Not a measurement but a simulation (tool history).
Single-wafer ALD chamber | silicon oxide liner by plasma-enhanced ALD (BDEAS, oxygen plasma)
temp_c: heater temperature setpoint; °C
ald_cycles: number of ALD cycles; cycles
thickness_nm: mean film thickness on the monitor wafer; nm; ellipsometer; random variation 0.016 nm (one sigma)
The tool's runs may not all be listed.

Run 1, hour 0.0: temp_c 325 °C, ald_cycles 47 cycles. Result: thickness_nm 4.3897 nm.
Run 2, hour 8.8: temp_c 325 °C, ald_cycles 50 cycles. Result: thickness_nm 4.6688 nm.
Run 3, hour 14.6: temp_c 325 °C, ald_cycles 52 cycles. Result: thickness_nm 4.8419 nm.
Run 4, hour 17.2: temp_c 325 °C, ald_cycles 54 cycles. Result: thickness_nm 5.0407 nm.
Run 5, hour 18.1: temp_c 325 °C, ald_cycles 49 cycles. Result: thickness_nm 4.5847 nm.
Run 6, hour 21.1: temp_c 325 °C, ald_cycles 51 cycles. Result: thickness_nm 4.7285 nm.
Run 7, hour 22.9: temp_c 325 °C, ald_cycles 53 cycles. Result: thickness_nm 4.9537 nm.

The next listed run, before its measurement:
Run 8, hour 28.9: temp_c 325 °C, ald_cycles 54 cycles. Result: thickness_nm ?.

thickness_nm: 5.0243 nm
